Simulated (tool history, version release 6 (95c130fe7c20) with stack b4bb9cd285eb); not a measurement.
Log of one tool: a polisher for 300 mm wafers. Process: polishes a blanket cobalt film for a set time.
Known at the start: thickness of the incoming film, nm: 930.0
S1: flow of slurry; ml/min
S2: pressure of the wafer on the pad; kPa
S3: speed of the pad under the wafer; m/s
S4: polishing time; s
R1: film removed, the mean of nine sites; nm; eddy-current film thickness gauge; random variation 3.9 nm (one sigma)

run,hour,S1,S2,S3,S4,R1
1,0.0,145,14.5,0.82,60,253.56
2,8.3,145,14.5,0.82,60,258.42
3,9.3,150,15.2,0.82,60,271.06
4,15.9,150,15.2,0.82,63,277.49
5,20.0,150,15.2,0.70,63,252.39
6,28.7,150,16.5,0.70,63,279.01

Run 7 comes next. What will it give?
7,36.6,150,17.2,0.70,63,?

{"run 7": {"R1": 290.01}}
